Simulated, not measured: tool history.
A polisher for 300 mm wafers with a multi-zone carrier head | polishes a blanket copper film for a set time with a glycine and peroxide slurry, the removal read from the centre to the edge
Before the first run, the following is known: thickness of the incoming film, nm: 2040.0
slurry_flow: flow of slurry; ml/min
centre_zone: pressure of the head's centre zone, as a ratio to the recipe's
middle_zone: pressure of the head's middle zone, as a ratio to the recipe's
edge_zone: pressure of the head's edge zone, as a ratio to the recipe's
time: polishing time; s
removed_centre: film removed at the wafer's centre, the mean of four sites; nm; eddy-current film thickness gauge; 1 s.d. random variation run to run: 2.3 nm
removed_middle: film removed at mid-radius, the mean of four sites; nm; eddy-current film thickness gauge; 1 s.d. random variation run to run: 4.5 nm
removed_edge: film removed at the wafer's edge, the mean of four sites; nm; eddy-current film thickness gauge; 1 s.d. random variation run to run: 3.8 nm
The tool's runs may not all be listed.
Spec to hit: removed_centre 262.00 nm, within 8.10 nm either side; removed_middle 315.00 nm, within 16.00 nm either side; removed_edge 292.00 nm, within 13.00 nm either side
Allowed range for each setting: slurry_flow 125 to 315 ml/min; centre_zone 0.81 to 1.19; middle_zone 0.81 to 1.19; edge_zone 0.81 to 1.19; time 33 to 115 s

| run | hour | slurry_flow | centre_zone | middle_zone | edge_zone | time | removed_centre | removed_middle | removed_edge |
|---|---|---|---|---|---|---|---|---|---|
| 1 | 0.0 | 205 | 1.00 | 1.00 | 1.00 | 73 | 312.62 | 314.21 | 301.84 |
| 2 | 3.6 | 205 | 1.00 | 0.93 | 1.00 | 73 | 309.19 | 291.05 | 299.69 |
| 3 | 4.7 | 200 | 0.97 | 0.95 | 1.00 | 73 | 296.30 | 298.95 | 299.78 |
| 4 | 8.7 | 225 | 0.97 | 0.95 | 1.00 | 73 | 303.10 | 296.22 | 313.53 |
| 5 | 14.9 | 225 | 1.02 | 0.95 | 1.00 | 73 | 317.25 | 299.92 | 304.31 |
| 6 | 15.8 | 225 | 0.96 | 0.95 | 1.00 | 73 | 294.31 | 297.13 | 300.62 |
| 7 | 17.2 | 225 | 0.94 | 0.97 | 1.00 | 73 | 293.95 | 310.15 | 301.42 |
| 8 | 26.0 | 175 | 0.84 | 0.99 | 0.98 | 72 | 247.51 | 291.54 | 281.86 |
| 9 | 30.5 | 180 | 0.84 | 1.00 | 0.98 | 72 | 250.24 | 295.18 | 295.25 |
| 10 | 34.9 | 185 | 0.85 | 1.01 | 0.97 | 72 | 251.69 | 294.74 | 293.53 |
| 11 | 42.4 | 180 | 0.86 | 1.03 | 0.98 | 71 | 251.59 | 299.54 | 286.41 |

Pick the move, out of 5, that brings all results within their allowed miss; only one does.
| A | 49.9 | 150 | 0.95 | 0.93 | 1.06 | 70 | ? | ? | ? |
| B | 49.9 | 235 | 0.92 | 1.02 | 0.97 | 66 | ? | ? | ? |
| C | 49.9 | 160 | 0.83 | 1.08 | 0.96 | 72 | ? | ? | ? |
| D | 49.9 | 195 | 0.87 | 1.08 | 0.98 | 72 | ? | ? | ? |
| E | 49.9 | 185 | 0.99 | 1.04 | 0.97 | 66 | ? | ? | ? |

| move | removed_centre | removed_middle | removed_edge |
|---|---|---|---|
| A | 265.82 | 269.58 | 292.36 |
| B | 260.00 | 285.74 | 276.02 |
| C | 241.52 | 306.88 | 288.31 |
| D | 261.39 | 315.61 | 297.26 |
| E | 270.74 | 280.46 | 269.84 |
A: meets the target for the result that was furthest off, but another lies outside its allowed miss
B: meets the target for the result that was furthest off, but another lies outside its allowed miss
C: its largest miss is bigger than the last run's
D: each result inside its tolerance
E: takes the biggest miss from the last run beyond its target
Answer: D

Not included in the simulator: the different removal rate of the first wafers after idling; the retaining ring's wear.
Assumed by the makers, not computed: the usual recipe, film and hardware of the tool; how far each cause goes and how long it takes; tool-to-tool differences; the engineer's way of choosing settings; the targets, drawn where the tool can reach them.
